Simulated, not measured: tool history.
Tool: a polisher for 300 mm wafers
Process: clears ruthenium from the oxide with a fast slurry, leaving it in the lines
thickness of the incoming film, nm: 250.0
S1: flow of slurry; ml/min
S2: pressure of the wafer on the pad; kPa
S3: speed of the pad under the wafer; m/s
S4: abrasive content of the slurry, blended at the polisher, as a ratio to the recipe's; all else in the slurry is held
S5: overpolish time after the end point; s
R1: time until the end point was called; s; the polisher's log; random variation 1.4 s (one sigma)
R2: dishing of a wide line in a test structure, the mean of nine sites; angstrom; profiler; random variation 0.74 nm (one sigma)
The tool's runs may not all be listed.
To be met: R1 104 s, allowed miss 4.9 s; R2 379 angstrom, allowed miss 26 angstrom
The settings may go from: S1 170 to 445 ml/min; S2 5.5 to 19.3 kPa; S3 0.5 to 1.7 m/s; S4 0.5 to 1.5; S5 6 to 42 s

run 1 day=0 | S1=285 S2=12.4 S3=1.1 S4=1 S5=21 | R1=79.47 R2=472.44
run 2 day=0.329 | S1=285 S2=12.4 S3=0.92 S4=1 S5=21 | R1=91.357 R2=417.19
run 3 day=0.383 | S1=285 S2=14.5 S3=0.92 S4=1 S5=21 | R1=77.447 R2=479.88
run 4 day=0.704 | S1=285 S2=13.8 S3=0.92 S4=1 S5=21 | R1=83.28 R2=463.64
run 5 day=0.988 | S1=285 S2=13.8 S3=1.08 S4=1 S5=21 | R1=73.994 R2=506.56
run 6 day=1.312 | S1=285 S2=13.8 S3=1.08 S4=1 S5=24 | R1=73.622 R2=565.16
run 7 day=1.529 | S1=285 S2=13.1 S3=1.08 S4=1 S5=24 | R1=74.243 R2=548.07
run 8 day=1.567 | S1=285 S2=12.4 S3=1.08 S4=1 S5=24 | R1=80.352 R2=507.41
run 9 day=1.896 | S1=285 S2=12.4 S3=1.08 S4=1 S5=24 | R1=79.148 R2=524.02
run 10 day=1.929 | S1=285 S2=11.7 S3=1.08 S4=1 S5=24 | R1=82.734 R2=491.3
run 11 day=2.292 | S1=285 S2=11 S3=1.08 S4=1 S5=24 | R1=89.505 R2=493.05
run 12 day=2.554 | S1=285 S2=11 S3=1.08 S4=1 S5=23 | R1=91.612 R2=449.53
run 13 day=2.929 | S1=285 S2=10.3 S3=1.08 S4=1 S5=22 | R1=95.085 R2=431.54

4 next moves are on the table. One of them brings every result within its allowed miss. Which?
run A day=3.304 | S1=250 S2=10.3 S3=0.78 S4=1.15 S5=20 | R1=? R2=?
run B day=3.304 | S1=270 S2=9.7 S3=0.94 S4=1 S5=20 | R1=? R2=?
run C day=3.304 | S1=325 S2=10.3 S3=1 S4=0.95 S5=18 | R1=? R2=?
run D day=3.304 | S1=325 S2=8.3 S3=1.26 S4=0.95 S5=21 | R1=? R2=?

move=A R1=118.3 R2=326.74
move=B R1=114.08 R2=337.24
move=C R1=102.29 R2=338.35
move=D R1=104.69 R2=378.64
A: takes the result that was furthest off past its target
B: takes the result that was furthest off past its target
C: takes the result that was furthest off past its target
D: meets every target
Answer: D
